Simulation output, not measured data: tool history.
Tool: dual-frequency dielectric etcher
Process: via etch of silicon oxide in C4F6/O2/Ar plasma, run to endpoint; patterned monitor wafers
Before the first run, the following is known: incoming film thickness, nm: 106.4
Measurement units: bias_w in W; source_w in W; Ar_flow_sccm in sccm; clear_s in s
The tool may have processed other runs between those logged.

run,hour,bias_w,source_w,Ar_flow_sccm,clear_s
1,0,532,320,394,23.908
2,4.2,437,320,394,26.463
3,11.9,480,320,393,24.919
4,18.7,511,320,393,23.977
5,20.3,530,320,393,23.702
6,24.2,493,320,393,24.642
7,31.4,520,320,393,23.733

Estimate the outcome of run 8 from the log above:
8,34.9,520,320,393,?

clear_s: 24.084 s

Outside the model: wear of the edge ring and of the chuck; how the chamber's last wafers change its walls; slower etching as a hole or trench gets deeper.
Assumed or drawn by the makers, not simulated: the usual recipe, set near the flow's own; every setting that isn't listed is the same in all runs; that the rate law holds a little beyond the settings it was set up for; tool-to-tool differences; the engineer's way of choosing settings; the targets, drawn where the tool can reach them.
